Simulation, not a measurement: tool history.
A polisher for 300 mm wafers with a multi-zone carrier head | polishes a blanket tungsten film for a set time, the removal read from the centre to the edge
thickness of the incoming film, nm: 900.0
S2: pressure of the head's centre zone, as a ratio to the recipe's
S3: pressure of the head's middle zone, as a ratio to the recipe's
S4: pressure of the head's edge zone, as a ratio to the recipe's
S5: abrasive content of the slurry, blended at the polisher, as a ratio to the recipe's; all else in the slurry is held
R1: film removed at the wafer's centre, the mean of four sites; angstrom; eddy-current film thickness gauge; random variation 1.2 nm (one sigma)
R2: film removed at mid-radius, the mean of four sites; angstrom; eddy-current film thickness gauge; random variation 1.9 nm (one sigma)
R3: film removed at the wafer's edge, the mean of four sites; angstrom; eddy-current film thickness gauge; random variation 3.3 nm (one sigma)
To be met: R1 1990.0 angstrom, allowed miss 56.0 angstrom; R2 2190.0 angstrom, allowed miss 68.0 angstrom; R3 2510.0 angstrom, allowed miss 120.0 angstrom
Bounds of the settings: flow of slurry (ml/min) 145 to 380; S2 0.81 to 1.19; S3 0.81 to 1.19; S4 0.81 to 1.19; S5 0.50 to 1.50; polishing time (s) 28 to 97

run 1 day=0.000 | flow_of_slurry_(ml/min)=245 S2=1.00 S3=1.00 S4=1.00 S5=1.00 polishing_time_(s)=62 | R1=3632.3 R2=3572.3 R3=3780.8
run 2 day=0.358 | flow_of_slurry_(ml/min)=245 S2=1.00 S3=1.00 S4=0.93 S5=1.00 polishing_time_(s)=62 | R1=3673.4 R2=3554.3 R3=3701.2
run 3 day=0.400 | flow_of_slurry_(ml/min)=230 S2=0.94 S3=0.97 S4=0.94 S5=0.85 polishing_time_(s)=57 | R1=3017.4 R2=3039.4 R3=3295.2
run 4 day=0.625 | flow_of_slurry_(ml/min)=230 S2=0.94 S3=0.97 S4=0.94 S5=0.95 polishing_time_(s)=57 | R1=3117.2 R2=3119.2 R3=3327.5
run 5 day=0.958 | flow_of_slurry_(ml/min)=230 S2=0.94 S3=1.02 S4=0.94 S5=0.95 polishing_time_(s)=57 | R1=3107.7 R2=3262.9 R3=3273.6
run 6 day=1.292 | flow_of_slurry_(ml/min)=230 S2=0.94 S3=0.97 S4=0.94 S5=0.95 polishing_time_(s)=57 | R1=3067.5 R2=3183.6 R3=3322.6
run 7 day=1.333 | flow_of_slurry_(ml/min)=220 S2=0.90 S3=0.95 S4=0.93 S5=0.80 polishing_time_(s)=54 | R1=2651.2 R2=2766.7 R3=3028.8
run 8 day=1.671 | flow_of_slurry_(ml/min)=210 S2=0.87 S3=0.94 S4=0.91 S5=0.70 polishing_time_(s)=53 | R1=2465.3 R2=2615.5 R3=2770.7
run 9 day=1.708 | flow_of_slurry_(ml/min)=200 S2=0.85 S3=0.93 S4=0.93 S5=0.65 polishing_time_(s)=52 | R1=2285.4 R2=2474.5 R3=2778.7
run 10 day=2.000 | flow_of_slurry_(ml/min)=190 S2=0.84 S3=0.92 S4=0.92 S5=0.60 polishing_time_(s)=51 | R1=2181.7 R2=2388.0 R3=2603.8
run 11 day=2.042 | flow_of_slurry_(ml/min)=180 S2=0.83 S3=0.91 S4=0.93 S5=0.55 polishing_time_(s)=51 | R1=2088.4 R2=2295.0 R3=2522.1
run 12 day=2.183 | flow_of_slurry_(ml/min)=175 S2=0.82 S3=0.90 S4=0.94 S5=0.55 polishing_time_(s)=51 | R1=2046.8 R2=2219.1 R3=2541.0

Which of these 5 next moves meets every target?
run A day=2.325 | flow_of_slurry_(ml/min)=155 S2=0.82 S3=0.90 S4=0.95 S5=0.50 polishing_time_(s)=51 | R1=? R2=? R3=?
run B day=2.325 | flow_of_slurry_(ml/min)=210 S2=0.87 S3=0.89 S4=0.98 S5=0.85 polishing_time_(s)=43 | R1=? R2=? R3=?
run C day=2.325 | flow_of_slurry_(ml/min)=220 S2=0.81 S3=0.95 S4=0.99 S5=0.50 polishing_time_(s)=51 | R1=? R2=? R3=?
run D day=2.325 | flow_of_slurry_(ml/min)=200 S2=0.85 S3=1.01 S4=0.93 S5=0.70 polishing_time_(s)=44 | R1=? R2=? R3=?
run E day=2.325 | flow_of_slurry_(ml/min)=245 S2=0.82 S3=0.88 S4=0.94 S5=0.50 polishing_time_(s)=51 | R1=? R2=? R3=?

move=A R1=1962.6 R2=2145.1 R3=2507.9
move=B R1=2075.1 R2=2106.0 R3=2496.4
move=C R1=2040.5 R2=2348.2 R3=2642.6
move=D R1=1971.0 R2=2276.6 R3=2367.7
move=E R1=2092.3 R2=2229.5 R3=2603.7
A: meets every target
B: further off than the last run
C: brings the result that was furthest off to its target, and leaves another outside
D: brings the result that was furthest off to its target, and leaves another outside
E: further off than the last run
Answer: A

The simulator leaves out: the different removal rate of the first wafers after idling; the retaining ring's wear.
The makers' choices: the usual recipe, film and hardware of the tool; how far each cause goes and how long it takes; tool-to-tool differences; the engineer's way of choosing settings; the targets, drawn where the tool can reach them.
